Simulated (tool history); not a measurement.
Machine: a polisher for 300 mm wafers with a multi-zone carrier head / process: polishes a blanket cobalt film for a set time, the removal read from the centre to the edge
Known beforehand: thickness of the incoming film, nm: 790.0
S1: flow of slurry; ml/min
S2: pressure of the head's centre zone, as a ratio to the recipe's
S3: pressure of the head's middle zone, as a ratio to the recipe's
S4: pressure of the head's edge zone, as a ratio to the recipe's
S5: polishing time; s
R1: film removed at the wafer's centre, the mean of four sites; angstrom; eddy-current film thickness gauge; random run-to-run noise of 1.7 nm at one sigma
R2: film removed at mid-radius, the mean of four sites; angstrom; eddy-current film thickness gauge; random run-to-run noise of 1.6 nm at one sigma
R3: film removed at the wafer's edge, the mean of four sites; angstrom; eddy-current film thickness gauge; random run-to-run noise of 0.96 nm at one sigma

run 1 day=0 | S1=270 S2=1 S3=1 S4=1 S5=53 | R1=2272.1 R2=2383.3 R3=2404.6
run 2 day=0.325 | S1=270 S2=1 S3=0.93 S4=1 S5=53 | R1=2347.3 R2=2215.9 R3=2408.1
run 3 day=0.383 | S1=260 S2=1.01 S3=0.91 S4=0.99 S5=49 | R1=2129.5 R2=1978.4 R3=2201.2
run 4 day=0.467 | S1=320 S2=1.01 S3=0.91 S4=0.99 S5=49 | R1=2195.3 R2=1987.3 R3=2271
run 5 day=0.804 | S1=315 S2=1.02 S3=0.9 S4=0.97 S5=46 | R1=2111.1 R2=1883.9 R3=2080.5
run 6 day=0.954 | S1=305 S2=1.03 S3=0.89 S4=0.97 S5=43 | R1=1933.9 R2=1707.3 R3=1946.3
run 7 day=1.054 | S1=270 S2=1.13 S3=0.82 S4=0.87 S5=28 | R1=1368.7 R2=1044 R3=1188.2
run 8 day=1.408 | S1=280 S2=1.13 S3=0.82 S4=0.88 S5=28 | R1=1358 R2=1048 R3=1204.8

Forecast run 9:
run 9 day=1.608 | S1=285 S2=1.13 S3=0.82 S4=0.89 S5=28 | R1=? R2=? R3=?

Logged for run 9: R1 1401.1 angstrom, R2 1015.8 angstrom, R3 1207.5 angstrom.

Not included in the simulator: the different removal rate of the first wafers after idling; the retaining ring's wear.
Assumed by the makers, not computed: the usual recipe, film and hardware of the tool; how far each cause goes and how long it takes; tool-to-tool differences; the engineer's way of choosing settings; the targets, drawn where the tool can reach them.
